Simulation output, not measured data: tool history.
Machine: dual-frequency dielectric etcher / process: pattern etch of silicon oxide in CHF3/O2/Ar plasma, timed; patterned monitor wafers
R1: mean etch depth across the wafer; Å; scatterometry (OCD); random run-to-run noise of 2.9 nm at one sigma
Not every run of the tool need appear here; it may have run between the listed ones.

run 1 day=0 | source_power_(W)=600 bias_power_(W)=198 etch_time_(s)=238 | R1=4728.3
run 2 day=0.367 | source_power_(W)=580 bias_power_(W)=195 etch_time_(s)=237.5 | R1=4590
run 3 day=0.392 | source_power_(W)=580 bias_power_(W)=218 etch_time_(s)=237.5 | R1=4852.9
run 4 day=0.475 | source_power_(W)=550 bias_power_(W)=215 etch_time_(s)=237 | R1=4603.6
run 5 day=0.729 | source_power_(W)=640 bias_power_(W)=215 etch_time_(s)=237 | R1=4985.7
run 6 day=1.062 | source_power_(W)=610 bias_power_(W)=212 etch_time_(s)=236.5 | R1=4883.6
run 7 day=1.379 | source_power_(W)=590 bias_power_(W)=210 etch_time_(s)=236.5 | R1=4754.8
run 8 day=1.492 | source_power_(W)=570 bias_power_(W)=208 etch_time_(s)=236.5 | R1=4652.3

Forecast run 9:
run 9 day=1.592 | source_power_(W)=550 bias_power_(W)=207 etch_time_(s)=236.5 | R1=?

Run 9 produced R1 4599.4 Å.
